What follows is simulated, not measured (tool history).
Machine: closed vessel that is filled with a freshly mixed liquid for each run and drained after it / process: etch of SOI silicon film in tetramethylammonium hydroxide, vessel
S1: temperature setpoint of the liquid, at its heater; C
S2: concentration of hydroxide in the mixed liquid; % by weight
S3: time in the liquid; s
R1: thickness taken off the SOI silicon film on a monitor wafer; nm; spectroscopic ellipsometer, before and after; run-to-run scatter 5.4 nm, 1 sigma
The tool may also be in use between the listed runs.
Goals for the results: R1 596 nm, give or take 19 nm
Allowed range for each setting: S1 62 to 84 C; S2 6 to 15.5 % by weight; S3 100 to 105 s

run    day    S1    S2   S3      R1
  1      0    75  10.5  100  911.06
  2  0.179    74  10.5  100  877.81
  3   0.35    73  10.5  100  820.88
  4  0.596  72.5  10.5  100  786.28
  5  0.758  72.5  10.5  105  814.35
  6  0.817  72.5  10.5  100  795.35
  7  1.104    72  10.5  100  767.09
  8  1.271  71.5  10.5  100  753.61
  9  1.475    71  10.5  100   723.8
 10  1.775  70.5  10.5  100  698.27
 11  2.142    70  10.5  100  677.62
 12  2.162    69  10.5  100  643.78

Next run, 5 choices. One meets every target within its allowed miss, the rest don't. Which?
  A  2.183    71    11  105   ?
  B  2.183    70    10  100   ?
  C  2.183  65.5   8.5  105   ?
  D  2.183    69  10.5  105   ?
  E  2.183    71  12.5  105   ?

move      R1
   A  745.07
   B  691.16
   C  590.38
   D  673.38
   E  708.49
A: moves away from the targets compared with the last run
B: moves away from the targets compared with the last run
C: hits every target within its allowed miss
D: moves away from the targets compared with the last run
E: moves away from the targets compared with the last run
So the answer is move C, the one that meets all the targets.

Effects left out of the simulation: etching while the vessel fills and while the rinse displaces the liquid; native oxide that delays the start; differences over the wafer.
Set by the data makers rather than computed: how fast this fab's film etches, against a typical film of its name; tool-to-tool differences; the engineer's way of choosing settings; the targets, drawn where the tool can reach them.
